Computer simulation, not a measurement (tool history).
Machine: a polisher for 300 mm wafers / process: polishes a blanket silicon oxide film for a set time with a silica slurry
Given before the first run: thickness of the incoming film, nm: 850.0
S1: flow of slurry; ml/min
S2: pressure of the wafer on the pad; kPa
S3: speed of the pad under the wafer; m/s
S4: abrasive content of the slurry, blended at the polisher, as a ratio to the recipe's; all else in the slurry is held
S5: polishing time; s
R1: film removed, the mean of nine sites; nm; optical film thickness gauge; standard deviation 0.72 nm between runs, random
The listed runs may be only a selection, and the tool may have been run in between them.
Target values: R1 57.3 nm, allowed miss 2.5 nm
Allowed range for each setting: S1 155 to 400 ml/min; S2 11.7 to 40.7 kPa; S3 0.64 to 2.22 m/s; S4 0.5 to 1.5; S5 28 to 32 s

run 1 hour=0 | S1=255 S2=26.2 S3=1.42 S4=1 S5=32 | R1=124.67
run 2 hour=4.2 | S1=255 S2=26.2 S3=1.42 S4=1 S5=28 | R1=107.39
run 3 hour=11.2 | S1=255 S2=21.4 S3=1.42 S4=1 S5=28 | R1=89.054
run 4 hour=19.6 | S1=255 S2=21.4 S3=1.42 S4=1.15 S5=28 | R1=98.263
run 5 hour=24.2 | S1=255 S2=24.8 S3=1.42 S4=1.15 S5=28 | R1=112.43
run 6 hour=29.9 | S1=255 S2=24.8 S3=1.62 S4=1.15 S5=28 | R1=125.03
run 7 hour=31.8 | S1=255 S2=22.8 S3=1.56 S4=1.15 S5=28 | R1=111.21
run 8 hour=38.6 | S1=255 S2=21.4 S3=1.52 S4=1.15 S5=28 | R1=103.33
run 9 hour=47.4 | S1=255 S2=20 S3=1.48 S4=1.15 S5=28 | R1=93.359
run 10 hour=52.1 | S1=255 S2=13.1 S3=1.24 S4=1.15 S5=28 | R1=54.988

Below are 5 possible settings for the next run. Only one of them brings all results inside the allowed miss of their targets. Which is it?
run A hour=56.8 | S1=235 S2=11.7 S3=1.24 S4=1.25 S5=28 | R1=?
run B hour=56.8 | S1=260 S2=15.9 S3=1.14 S4=1.05 S5=28 | R1=?
run C hour=56.8 | S1=310 S2=11.7 S3=1.06 S4=1.2 S5=30 | R1=?
run D hour=56.8 | S1=305 S2=11.7 S3=1.2 S4=1.05 S5=31 | R1=?
run E hour=56.8 | S1=285 S2=11.7 S3=1.34 S4=1.15 S5=28 | R1=?

move=A R1=51.221
move=B R1=58.284
move=C R1=48.742
move=D R1=51.343
move=E R1=53.177
A: the biggest miss grows against the last run
B: in spec on every target
C: the biggest miss grows against the last run
D: the biggest miss grows against the last run
E: the biggest miss grows against the last run
The right move is B.
